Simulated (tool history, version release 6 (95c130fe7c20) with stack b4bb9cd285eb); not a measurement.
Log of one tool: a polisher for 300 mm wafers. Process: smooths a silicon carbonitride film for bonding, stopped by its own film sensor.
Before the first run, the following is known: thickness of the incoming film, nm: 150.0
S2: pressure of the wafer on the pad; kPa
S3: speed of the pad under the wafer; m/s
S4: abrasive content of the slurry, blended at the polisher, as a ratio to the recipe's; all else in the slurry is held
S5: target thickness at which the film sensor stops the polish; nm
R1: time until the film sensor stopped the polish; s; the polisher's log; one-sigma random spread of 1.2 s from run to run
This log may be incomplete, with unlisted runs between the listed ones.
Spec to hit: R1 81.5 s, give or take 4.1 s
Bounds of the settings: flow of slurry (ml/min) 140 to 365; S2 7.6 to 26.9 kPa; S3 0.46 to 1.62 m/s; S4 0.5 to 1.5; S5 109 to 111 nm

Run 1, hour 0: flow of slurry (ml/min) 235, S2 17.2 kPa, S3 1.04 m/s, S4 1, S5 111 nm. Result: R1 110.29 s.
Run 2, hour 3.1: flow of slurry (ml/min) 235, S2 17.2 kPa, S3 0.84 m/s, S4 1, S5 111 nm. Result: R1 127.51 s.
Run 3, hour 9.3: flow of slurry (ml/min) 235, S2 19.3 kPa, S3 0.86 m/s, S4 1, S5 111 nm. Result: R1 111.42 s.
Run 4, hour 13: flow of slurry (ml/min) 275, S2 19.3 kPa, S3 0.86 m/s, S4 1, S5 111 nm. Result: R1 110.32 s.
Run 5, hour 15: flow of slurry (ml/min) 275, S2 19.3 kPa, S3 0.86 m/s, S4 1, S5 109 nm. Result: R1 117.45 s.
Run 6, hour 16.5: flow of slurry (ml/min) 275, S2 20.7 kPa, S3 0.88 m/s, S4 1, S5 109 nm. Result: R1 106.97 s.
Run 7, hour 22.8: flow of slurry (ml/min) 275, S2 22.1 kPa, S3 0.88 m/s, S4 1, S5 109 nm. Result: R1 101.01 s.
Run 8, hour 27.4: flow of slurry (ml/min) 275, S2 23.4 kPa, S3 0.88 m/s, S4 1, S5 109 nm. Result: R1 95.531 s.
Run 9, hour 33.6: flow of slurry (ml/min) 275, S2 24.1 kPa, S3 0.88 m/s, S4 1, S5 109 nm. Result: R1 92.564 s.
Run 10, hour 36.1: flow of slurry (ml/min) 275, S2 24.8 kPa, S3 0.88 m/s, S4 1, S5 109 nm. Result: R1 91.465 s.

Which single option among these 5 for the next run brings every result within its allowed miss of target? Just one does.
Run A, hour 38.6: flow of slurry (ml/min) 275, S2 26.2 kPa, S3 0.94 m/s, S4 1.05, S5 109 nm. Result: R1 ?.
Run B, hour 38.6: flow of slurry (ml/min) 225, S2 26.9 kPa, S3 0.74 m/s, S4 0.85, S5 111 nm. Result: R1 ?.
Run C, hour 38.6: flow of slurry (ml/min) 255, S2 26.2 kPa, S3 0.76 m/s, S4 0.95, S5 111 nm. Result: R1 ?.
Run D, hour 38.6: flow of slurry (ml/min) 255, S2 20.7 kPa, S3 0.76 m/s, S4 1.2, S5 109 nm. Result: R1 ?.
Run E, hour 38.6: flow of slurry (ml/min) 280, S2 26.2 kPa, S3 0.82 m/s, S4 0.65, S5 110 nm. Result: R1 ?.

move      R1
   A  81.667
   B  96.006
   C  91.599
   D  110.93
   E   104.8
A: each result inside its tolerance
B: further off than the last run
C: about the same distance from the targets as the last run
D: further off than the last run
E: further off than the last run
A meets every target.
